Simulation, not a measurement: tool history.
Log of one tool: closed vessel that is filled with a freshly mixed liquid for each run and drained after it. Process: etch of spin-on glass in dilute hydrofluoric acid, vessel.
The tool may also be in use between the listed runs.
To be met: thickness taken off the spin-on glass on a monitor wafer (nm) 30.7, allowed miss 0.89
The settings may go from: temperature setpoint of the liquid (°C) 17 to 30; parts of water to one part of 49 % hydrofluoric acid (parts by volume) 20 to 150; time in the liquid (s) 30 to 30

run	hour	temperature setpoint of the liquid (°C)	parts of water to one part of 49 % hydrofluoric acid (parts by volume)	time in the liquid (s)	thickness taken off the spin-on glass on a monitor wafer (nm)
1	0	22	85	30	14.52
2	7.9	23.5	80	30	16.43
3	12.7	23.5	80	30	16.655
4	20	25	80	30	17.345
5	23.2	25	105	30	12.771
6	25.4	26	95	30	15.128
7	28	26.5	85	30	17.203
8	30	27	80	30	18.845
9	36.4	27.5	75	30	20.938
10	41.2	28	70	30	23.274
11	44.9	28.5	65	30	25.286
12	50.3	30	50	30	35.787
13	55.1	29.5	50	30	34.436
# hour 57.8: hydrofluoric acid flow meter replaced
14	57.8	29	50	30	31.863

5 next moves are on the table. One of them brings every result within its allowed miss. Which?
A	60.5	28	50	30	?
B	60.5	29.5	50	30	?
C	60.5	30	50	30	?
D	60.5	29.5	55	30	?
E	60.5	28.5	55	30	?

move	thickness taken off the spin-on glass on a monitor wafer (nm)
A	30.88
B	32.772
C	33.422
D	29.568
E	28.427
A: meets every target
B: further off than the last run
C: further off than the last run
D: takes the result that was furthest off past its target
E: takes the result that was furthest off past its target
Answer: A

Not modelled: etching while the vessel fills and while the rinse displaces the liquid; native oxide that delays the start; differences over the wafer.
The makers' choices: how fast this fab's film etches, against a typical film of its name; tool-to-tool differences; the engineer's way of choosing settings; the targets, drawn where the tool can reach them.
